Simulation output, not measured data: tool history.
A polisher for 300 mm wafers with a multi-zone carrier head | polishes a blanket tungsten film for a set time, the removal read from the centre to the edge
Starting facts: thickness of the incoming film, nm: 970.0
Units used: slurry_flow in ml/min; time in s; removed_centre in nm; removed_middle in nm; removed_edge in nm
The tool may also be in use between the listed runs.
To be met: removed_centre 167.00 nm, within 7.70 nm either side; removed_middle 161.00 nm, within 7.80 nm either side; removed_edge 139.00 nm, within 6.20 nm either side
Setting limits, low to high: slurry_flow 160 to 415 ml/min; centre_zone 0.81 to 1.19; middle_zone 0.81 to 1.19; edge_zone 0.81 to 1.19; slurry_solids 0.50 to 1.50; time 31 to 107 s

run  hour  slurry_flow  centre_zone  middle_zone  edge_zone  slurry_solids  time  removed_centre  removed_middle  removed_edge
  1   0.0          265         1.00         1.00       1.00           1.00    69          222.20          222.56        220.66
  2   7.4          270         1.03         1.02       0.96           0.90    63          207.12          203.01        191.93
  3  15.4          270         1.04         1.03       0.93           0.80    60          190.58          195.61        173.21
  4  22.8          270         1.04         1.08       0.93           0.80    60          198.21          198.10        176.25
  5  29.9          265         1.06         1.05       0.92           0.70    58          185.31          182.02        164.74
  6  34.2          320         1.06         1.05       0.92           0.70    58          186.68          186.44        167.29
  7  42.4          315         1.07         1.04       0.89           0.65    57          180.31          183.99        160.32
  8  43.6          315         1.15         0.97       0.84           0.50    50          165.76          144.91        132.44
  9  45.8          320         1.14         0.99       0.85           0.50    50          161.85          146.56        134.93
 10  52.7          325         1.14         1.01       0.85           0.50    50          164.93          146.16        130.78
 11  58.5          325         1.12         1.02       0.85           0.55    50          165.05          153.58        133.50

Below are 4 possible settings for the next run. Only one of them brings all results inside the allowed miss of their targets. Which is it?
  A  64.3          405         1.05         1.00       0.81           0.50    53               ?               ?             ?
  B  64.3          320         1.12         0.97       0.90           0.55    48               ?               ?             ?
  C  64.3          290         1.19         0.92       0.97           0.55    50               ?               ?             ?
  D  64.3          350         1.18         1.19       0.81           0.70    45               ?               ?             ?

move  removed_centre  removed_middle  removed_edge
   A          163.00          154.35        139.69
   B          155.34          136.25        132.70
   C          168.96          135.52        142.19
   D          160.54          155.15        124.12
A: every result lands within tolerance
B: misses by more than the last run did
C: misses by more than the last run did
D: brings the result that was furthest off to its target, and leaves another outside
Move A is the one to make.
